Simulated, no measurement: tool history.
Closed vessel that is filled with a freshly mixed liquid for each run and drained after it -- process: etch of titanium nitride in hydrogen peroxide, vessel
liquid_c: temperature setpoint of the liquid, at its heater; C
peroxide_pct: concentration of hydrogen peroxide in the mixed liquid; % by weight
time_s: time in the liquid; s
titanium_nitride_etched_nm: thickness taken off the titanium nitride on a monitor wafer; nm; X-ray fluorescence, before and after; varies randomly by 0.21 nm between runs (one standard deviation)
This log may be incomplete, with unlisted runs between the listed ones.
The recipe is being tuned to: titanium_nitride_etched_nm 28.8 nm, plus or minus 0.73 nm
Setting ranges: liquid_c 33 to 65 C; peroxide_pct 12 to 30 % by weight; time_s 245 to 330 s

run,hour,liquid_c,peroxide_pct,time_s,titanium_nitride_etched_nm
1,0,49,20.5,330,13.121
2,1.5,49,18,330,12.845
3,9.9,53,18,330,17.188
4,12.1,54,18,330,18.292
5,20.7,54,21,330,19.079
6,26.4,54.5,21,330,19.833
7,30.1,55,21,330,20.345
8,32.1,55.5,21,330,21.076

Next run, 4 choices. One meets every target within its allowed miss, the rest don't. Which?
A,34.1,59.5,19.5,325,?
B,34.1,59.5,19.5,320,?
C,34.1,61,21.5,305,?
D,34.1,59.5,19.5,330,?

move,titanium_nitride_etched_nm
A,27.147
B,26.73
C,28.804
D,27.565
A: gains on the last run, yet a result remains outside its allowed miss
B: gains on the last run, yet a result remains outside its allowed miss
C: all results land within tolerance of their targets
D: gains on the last run, yet a result remains outside its allowed miss
Answer: C
